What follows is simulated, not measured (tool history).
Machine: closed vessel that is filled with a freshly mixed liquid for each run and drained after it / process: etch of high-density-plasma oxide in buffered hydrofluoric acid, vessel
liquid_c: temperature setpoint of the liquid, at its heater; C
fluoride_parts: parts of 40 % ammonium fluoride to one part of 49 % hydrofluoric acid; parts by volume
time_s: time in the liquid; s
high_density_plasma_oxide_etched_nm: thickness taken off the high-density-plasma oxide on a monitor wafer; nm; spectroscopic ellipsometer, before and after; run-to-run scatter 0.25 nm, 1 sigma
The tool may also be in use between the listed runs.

run	hour	liquid_c	fluoride_parts	time_s	high_density_plasma_oxide_etched_nm
1	0.0	24.0	17.0	30	22.174
2	1.7	24.0	17.0	30	22.369
3	8.6	25.5	15.5	30	26.244
4	12.8	28.5	15.5	30	31.193
5	14.3	29.0	14.0	30	35.242
6	21.8	29.0	15.5	30	31.803

Estimate the outcome of run 7 from the log above:
7	25.8	32.0	10.0	30	?

For run 7 the tool returned high_density_plasma_oxide_etched_nm 57.190 nm.
